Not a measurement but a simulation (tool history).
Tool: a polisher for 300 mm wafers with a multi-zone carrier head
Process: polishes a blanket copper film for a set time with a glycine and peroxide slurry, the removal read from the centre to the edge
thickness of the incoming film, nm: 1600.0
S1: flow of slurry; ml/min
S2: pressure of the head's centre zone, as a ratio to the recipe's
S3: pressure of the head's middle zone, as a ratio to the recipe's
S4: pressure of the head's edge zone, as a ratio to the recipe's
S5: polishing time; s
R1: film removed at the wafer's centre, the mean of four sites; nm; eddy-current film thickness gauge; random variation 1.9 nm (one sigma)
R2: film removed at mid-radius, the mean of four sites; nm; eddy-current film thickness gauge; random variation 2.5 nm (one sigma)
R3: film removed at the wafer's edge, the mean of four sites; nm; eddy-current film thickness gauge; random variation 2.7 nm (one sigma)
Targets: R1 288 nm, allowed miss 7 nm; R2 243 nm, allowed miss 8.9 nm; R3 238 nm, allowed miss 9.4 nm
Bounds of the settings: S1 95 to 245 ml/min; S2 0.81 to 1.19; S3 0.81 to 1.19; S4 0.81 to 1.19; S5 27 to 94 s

| run | day | S1 | S2 | S3 | S4 | S5 | R1 | R2 | R3 |
|---|---|---|---|---|---|---|---|---|---|
| 1 | 0 | 155 | 1 | 1 | 1 | 60 | 218.3 | 225.73 | 224.97 |
| 2 | 0.283 | 155 | 1 | 1 | 0.96 | 60 | 219.04 | 225.67 | 220.64 |
| 3 | 0.588 | 155 | 1 | 1 | 0.96 | 68 | 247.46 | 254.71 | 247.81 |
| 4 | 0.958 | 155 | 1 | 1 | 0.96 | 54 | 196.22 | 201.21 | 195.52 |
| 5 | 1.171 | 175 | 1.05 | 1 | 0.98 | 55 | 214.92 | 211.38 | 203.32 |
| 6 | 1.367 | 175 | 1.05 | 1 | 0.94 | 55 | 215.76 | 207.95 | 199.54 |
| 7 | 1.683 | 185 | 1.09 | 1 | 0.97 | 57 | 236.6 | 222.68 | 214.91 |
| 8 | 1.892 | 230 | 1.19 | 0.96 | 1 | 59 | 276.73 | 231.12 | 232.22 |
| 9 | 1.975 | 235 | 1.19 | 0.96 | 0.99 | 59 | 274.58 | 229.82 | 230.38 |
| 10 | 2.342 | 235 | 1.19 | 0.96 | 0.98 | 60 | 278.05 | 234.56 | 232.3 |

4 next moves are on the table. One of them brings every result within its allowed miss. Which?
| A | 2.708 | 230 | 1.13 | 0.97 | 1.03 | 60 | ? | ? | ? |
| B | 2.708 | 245 | 1.14 | 1.03 | 0.99 | 61 | ? | ? | ? |
| C | 2.708 | 235 | 1.09 | 0.91 | 1.01 | 62 | ? | ? | ? |
| D | 2.708 | 240 | 1.19 | 0.97 | 0.99 | 61 | ? | ? | ? |

| move | R1 | R2 | R3 |
|---|---|---|---|
| A | 262.55 | 238.76 | 238.21 |
| B | 271.77 | 252.42 | 238.89 |
| C | 262.37 | 239.64 | 244.44 |
| D | 282.89 | 244 | 238.55 |
A: further off than the last run
B: further off than the last run
C: further off than the last run
D: meets every target
Answer: D

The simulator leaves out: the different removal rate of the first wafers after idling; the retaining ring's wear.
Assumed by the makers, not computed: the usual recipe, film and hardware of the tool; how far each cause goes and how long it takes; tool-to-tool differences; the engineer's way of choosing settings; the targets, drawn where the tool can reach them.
